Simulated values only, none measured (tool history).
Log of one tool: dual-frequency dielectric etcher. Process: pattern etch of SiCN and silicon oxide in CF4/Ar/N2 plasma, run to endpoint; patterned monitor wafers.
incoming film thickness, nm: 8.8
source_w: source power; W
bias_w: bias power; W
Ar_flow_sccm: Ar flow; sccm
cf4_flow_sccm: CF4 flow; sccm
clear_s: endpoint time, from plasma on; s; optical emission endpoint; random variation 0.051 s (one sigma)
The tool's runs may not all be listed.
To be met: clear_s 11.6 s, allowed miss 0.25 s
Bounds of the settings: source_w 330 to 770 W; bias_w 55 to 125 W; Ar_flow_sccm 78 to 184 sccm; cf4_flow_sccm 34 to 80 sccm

run	hour	source_w	bias_w	Ar_flow_sccm	cf4_flow_sccm	clear_s
1	0	550	90	131	57	8.6961
2	6.9	550	98	131	57	8.5437
3	15.7	500	98	131	57	9.2451
4	18	500	98	131	53	9.2715
5	19.9	590	98	131	53	8.1181
6	25.4	520	97	132	53	9.0421
7	29.8	520	97	132	53	8.9432
8	31.6	410	94	133	53	11.136

Which of these 5 next moves meets every target?
A	33.4	440	85	127	55	?
B	33.4	420	96	124	51	?
C	33.4	420	93	113	52	?
D	33.4	400	84	131	61	?
E	33.4	440	79	112	48	?

move	clear_s
A	10.635
B	10.696
C	10.613
D	11.523
E	10.735
A: further off than the last run
B: further off than the last run
C: further off than the last run
D: meets every target
E: further off than the last run
The right move is D.

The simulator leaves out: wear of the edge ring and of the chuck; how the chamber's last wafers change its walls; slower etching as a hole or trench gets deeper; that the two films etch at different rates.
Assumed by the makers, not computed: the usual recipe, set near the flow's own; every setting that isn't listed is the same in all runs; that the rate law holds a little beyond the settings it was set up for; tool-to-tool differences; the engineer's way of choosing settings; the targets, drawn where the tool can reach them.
